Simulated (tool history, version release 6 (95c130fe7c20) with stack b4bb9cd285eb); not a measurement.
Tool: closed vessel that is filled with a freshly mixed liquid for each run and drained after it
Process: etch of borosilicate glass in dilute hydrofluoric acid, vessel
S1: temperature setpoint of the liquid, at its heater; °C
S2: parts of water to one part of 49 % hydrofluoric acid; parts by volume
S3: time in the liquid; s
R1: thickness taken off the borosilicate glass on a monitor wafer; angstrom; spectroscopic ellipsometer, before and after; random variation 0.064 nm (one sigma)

run,hour,S1,S2,S3,R1
1,0.0,25.0,105,140,272.25
2,1.6,28.5,105,140,314.19
3,8.1,26.0,105,140,284.13
4,13.9,28.0,105,140,306.21
5,16.1,26.5,105,140,289.36
6,19.2,23.5,105,140,258.90
7,21.2,23.5,105,140,257.03
8,28.1,22.5,105,140,246.15
9,35.2,21.5,105,140,237.65
10,37.9,21.0,105,140,234.20
11,40.7,20.5,105,140,228.98
12,43.1,20.0,105,140,223.33

Forecast run 13:
13,45.4,19.5,105,140,?

R1: 217.70 angstrom
